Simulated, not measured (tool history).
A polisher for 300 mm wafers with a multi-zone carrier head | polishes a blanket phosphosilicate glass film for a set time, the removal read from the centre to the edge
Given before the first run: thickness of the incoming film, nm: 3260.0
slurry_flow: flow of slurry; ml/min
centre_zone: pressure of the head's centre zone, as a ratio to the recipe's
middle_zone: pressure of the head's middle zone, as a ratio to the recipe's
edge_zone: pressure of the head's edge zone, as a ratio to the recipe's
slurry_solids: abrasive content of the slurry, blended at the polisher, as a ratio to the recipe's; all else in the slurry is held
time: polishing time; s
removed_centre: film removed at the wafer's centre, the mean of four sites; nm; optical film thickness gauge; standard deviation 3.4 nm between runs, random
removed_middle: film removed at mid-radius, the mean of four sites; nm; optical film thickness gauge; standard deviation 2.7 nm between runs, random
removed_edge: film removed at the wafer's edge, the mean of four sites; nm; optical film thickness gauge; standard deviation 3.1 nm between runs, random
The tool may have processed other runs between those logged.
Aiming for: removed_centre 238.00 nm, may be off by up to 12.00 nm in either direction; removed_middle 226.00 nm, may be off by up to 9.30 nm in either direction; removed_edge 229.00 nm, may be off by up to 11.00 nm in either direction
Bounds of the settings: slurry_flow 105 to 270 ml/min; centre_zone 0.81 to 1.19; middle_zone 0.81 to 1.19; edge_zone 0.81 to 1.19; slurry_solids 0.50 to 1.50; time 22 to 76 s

{"run": 1, "hour": 0.0, "slurry_flow": 175, "centre_zone": 1.0, "middle_zone": 1.0, "edge_zone": 1.0, "slurry_solids": 1.0, "time": 49, "removed_centre": 334.33, "removed_middle": 327.4, "removed_edge": 313.87}
{"run": 2, "hour": 8.8, "slurry_flow": 175, "centre_zone": 1.05, "middle_zone": 1.0, "edge_zone": 1.0, "slurry_solids": 1.0, "time": 49, "removed_centre": 351.24, "removed_middle": 325.27, "removed_edge": 315.49}
{"run": 3, "hour": 9.8, "slurry_flow": 200, "centre_zone": 1.05, "middle_zone": 1.0, "edge_zone": 1.0, "slurry_solids": 1.0, "time": 49, "removed_centre": 349.76, "removed_middle": 329.73, "removed_edge": 320.02}
{"run": 4, "hour": 14.3, "slurry_flow": 200, "centre_zone": 1.05, "middle_zone": 1.0, "edge_zone": 1.05, "slurry_solids": 1.0, "time": 49, "removed_centre": 354.05, "removed_middle": 329.31, "removed_edge": 326.53}
{"run": 5, "hour": 23.1, "slurry_flow": 195, "centre_zone": 1.02, "middle_zone": 0.97, "edge_zone": 1.02, "slurry_solids": 0.85, "time": 48, "removed_centre": 306.57, "removed_middle": 295.5, "removed_edge": 303.6}
{"run": 6, "hour": 32.1, "slurry_flow": 185, "centre_zone": 1.04, "middle_zone": 0.97, "edge_zone": 0.98, "slurry_solids": 0.75, "time": 46, "removed_centre": 290.68, "removed_middle": 270.22, "removed_edge": 261.16}
{"run": 7, "hour": 34.0, "slurry_flow": 180, "centre_zone": 1.02, "middle_zone": 0.94, "edge_zone": 0.96, "slurry_solids": 0.7, "time": 46, "removed_centre": 265.35, "removed_middle": 257.36, "removed_edge": 259.41}
{"run": 8, "hour": 39.6, "slurry_flow": 175, "centre_zone": 1.03, "middle_zone": 0.92, "edge_zone": 0.94, "slurry_solids": 0.65, "time": 46, "removed_centre": 268.67, "removed_middle": 239.3, "removed_edge": 242.59}
{"run": 9, "hour": 42.8, "slurry_flow": 170, "centre_zone": 1.01, "middle_zone": 0.91, "edge_zone": 0.93, "slurry_solids": 0.65, "time": 46, "removed_centre": 263.05, "removed_middle": 239.6, "removed_edge": 244.2}

4 candidate next runs follow, results not yet known. Just one meets every target within its allowed miss. Identify it.
{"run": "A", "hour": 46.0, "slurry_flow": 165, "centre_zone": 1.02, "middle_zone": 0.92, "edge_zone": 1.04, "slurry_solids": 0.85, "time": 38, "removed_centre": "?", "removed_middle": "?", "removed_edge": "?"}
{"run": "B", "hour": 46.0, "slurry_flow": 170, "centre_zone": 1.16, "middle_zone": 1.03, "edge_zone": 0.81, "slurry_solids": 0.7, "time": 41, "removed_centre": "?", "removed_middle": "?", "removed_edge": "?"}
{"run": "C", "hour": 46.0, "slurry_flow": 175, "centre_zone": 1.05, "middle_zone": 0.93, "edge_zone": 0.85, "slurry_solids": 0.5, "time": 51, "removed_centre": "?", "removed_middle": "?", "removed_edge": "?"}
{"run": "D", "hour": 46.0, "slurry_flow": 180, "centre_zone": 0.89, "middle_zone": 0.83, "edge_zone": 1.1, "slurry_solids": 0.6, "time": 46, "removed_centre": "?", "removed_middle": "?", "removed_edge": "?"}

move=A removed_centre=239.18 removed_middle=221.53 removed_edge=232.07
move=B removed_centre=271.91 removed_middle=235.84 removed_edge=208.65
move=C removed_centre=264.05 removed_middle=238.72 removed_edge=228.11
move=D removed_centre=220.08 removed_middle=220.79 removed_edge=250.11
A: hits every target within its allowed miss
B: its largest miss is bigger than the last run's
C: no nearer and no further than the last run
D: takes the biggest miss from the last run beyond its target
The right move is A.
